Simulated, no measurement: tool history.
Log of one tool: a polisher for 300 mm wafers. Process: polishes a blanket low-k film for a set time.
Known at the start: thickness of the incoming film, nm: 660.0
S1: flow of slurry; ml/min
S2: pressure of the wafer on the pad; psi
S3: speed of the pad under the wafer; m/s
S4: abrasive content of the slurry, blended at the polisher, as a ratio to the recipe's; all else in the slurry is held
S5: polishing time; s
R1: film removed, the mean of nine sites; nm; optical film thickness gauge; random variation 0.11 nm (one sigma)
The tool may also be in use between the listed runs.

run	hour	S1	S2	S3	S4	S5	R1
1	0	280	2	1.28	1	33	21.992
2	7.7	280	1.7	1.26	1	33	18.345
3	10.5	280	1.7	1.56	1	33	21.811
4	17.2	280	1.5	1.5	1	33	18.626
5	25.6	280	1.3	1.46	1	33	16
6	32.3	280	1.3	1.46	1.2	33	17.545
7	41.1	280	1.2	1.4	1.2	33	15.943
8	48.1	280	1.1	1.36	1.2	33	14.535
9	55.4	280	1	1.34	1.2	33	12.882
10	62.4	275	0.9	1.34	1.2	33	11.464
11	71	285	0.9	1.34	1.2	33	11.548
12	78.8	280	0.9	1.34	1.2	33	11.547

The next listed run, before its measurement:
13	80.6	285	1	1.34	1.2	33	?

{"run 13": {"R1": 12.794}}

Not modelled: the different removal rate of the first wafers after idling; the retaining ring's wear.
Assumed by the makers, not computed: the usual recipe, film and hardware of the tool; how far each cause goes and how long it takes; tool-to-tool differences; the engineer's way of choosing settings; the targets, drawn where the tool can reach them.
